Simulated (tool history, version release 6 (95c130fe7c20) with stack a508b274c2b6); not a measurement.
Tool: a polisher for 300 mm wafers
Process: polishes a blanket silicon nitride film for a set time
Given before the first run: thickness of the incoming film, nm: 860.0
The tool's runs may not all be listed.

| run | hour | flow of slurry (ml/min) | pressure of the wafer on the pad (kPa) | speed of the pad under the wafer (m/s) | polishing time (s) | film removed (angstrom) |
|---|---|---|---|---|---|---|
| 1 | 0 | 150 | 21.4 | 0.88 | 49 | 672.96 |
| 2 | 7.2 | 170 | 21.4 | 0.88 | 49 | 689.39 |
| 3 | 13.4 | 190 | 21.4 | 0.88 | 49 | 695.97 |
| 4 | 15.9 | 190 | 21.4 | 0.72 | 49 | 596.59 |
| 5 | 23.7 | 190 | 21.4 | 0.58 | 49 | 507.79 |
| 6 | 30.7 | 215 | 21.4 | 0.58 | 49 | 508.14 |

The next listed run, before its measurement:
| 7 | 38.5 | 215 | 24.8 | 0.58 | 49 | ? |

film removed (angstrom): 590.67

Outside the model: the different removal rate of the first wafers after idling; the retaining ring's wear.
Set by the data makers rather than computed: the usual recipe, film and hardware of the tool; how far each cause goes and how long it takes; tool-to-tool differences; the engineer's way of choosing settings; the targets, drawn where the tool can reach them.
